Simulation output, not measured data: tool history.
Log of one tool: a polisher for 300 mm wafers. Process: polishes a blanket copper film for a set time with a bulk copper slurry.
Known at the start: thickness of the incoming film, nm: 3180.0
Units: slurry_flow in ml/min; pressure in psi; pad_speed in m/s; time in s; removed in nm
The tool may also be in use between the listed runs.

run  hour  slurry_flow  pressure  pad_speed  slurry_solids  time  removed
  1   0.0          175       1.8       0.96            1.0    49   224.78
  2   2.9          170       1.6       0.96            1.0    49   202.29
  3   9.6          170       1.6       0.96            0.8    49   194.62
  4  15.8          165       1.5       0.96            0.8    49   182.05
  5  24.3          165       1.1       0.96            0.8    49   136.00
  6  27.4          165       1.1       0.84            0.8    49   119.35
  7  34.0          170       1.2       0.84            0.8    49   130.04

Run 8 comes next. What will it give?
  8  36.6          170       1.2       0.84            0.8    49        ?

Run 8 gave removed 129.08 nm.

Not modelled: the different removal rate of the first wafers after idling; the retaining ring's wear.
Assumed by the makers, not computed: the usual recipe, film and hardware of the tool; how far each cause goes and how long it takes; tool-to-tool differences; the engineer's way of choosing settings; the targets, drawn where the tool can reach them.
